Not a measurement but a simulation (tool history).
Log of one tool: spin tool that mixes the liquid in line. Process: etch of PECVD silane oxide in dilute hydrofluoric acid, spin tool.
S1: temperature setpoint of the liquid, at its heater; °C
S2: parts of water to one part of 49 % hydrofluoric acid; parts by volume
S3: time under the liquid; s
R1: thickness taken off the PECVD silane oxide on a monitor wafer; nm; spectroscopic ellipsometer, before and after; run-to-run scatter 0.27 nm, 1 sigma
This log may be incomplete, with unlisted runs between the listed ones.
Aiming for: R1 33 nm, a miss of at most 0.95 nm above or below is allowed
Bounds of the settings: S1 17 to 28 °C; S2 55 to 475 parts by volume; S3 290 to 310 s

run,hour,S1,S2,S3,R1
1,0,20,265,290,10.963
2,3.3,20,265,290,10.84
3,3.8,23.5,265,290,12.519
4,5,23.5,265,290,12.611
5,12.6,23.5,205,290,16.987
6,14.6,23.5,265,290,12.415
7,19.6,24,245,290,13.872
8,22.1,24.5,225,290,15.698
9,26.2,25,210,290,17.509
10,34.7,25.5,195,290,19.42
11,39.2,28,90,290,52.438
12,45.8,27,90,290,51.215
13,49.2,23,135,290,27.482
14,55.3,23.5,135,290,28.099
15,55.9,24,135,290,28.254
16,56.6,24.5,135,290,29.197
17,65.3,25,135,290,29.574
18,69.4,26,135,290,31.199
19,75.4,26.5,135,290,31.267

Which single option among these 5 for the next run brings every result within its allowed miss of target? Just one does.
A,81.4,28,160,295,?
B,81.4,25.5,140,310,?
C,81.4,25.5,125,290,?
D,81.4,28,145,290,?
E,81.4,22.5,135,300,?

move,R1
A,27.927
B,31.317
C,33.414
D,30.867
E,28.159
A: the biggest miss grows against the last run
B: no better and no worse than the last run
C: hits every target within its allowed miss
D: the biggest miss grows against the last run
E: the biggest miss grows against the last run
Go with C: it meets all targets.

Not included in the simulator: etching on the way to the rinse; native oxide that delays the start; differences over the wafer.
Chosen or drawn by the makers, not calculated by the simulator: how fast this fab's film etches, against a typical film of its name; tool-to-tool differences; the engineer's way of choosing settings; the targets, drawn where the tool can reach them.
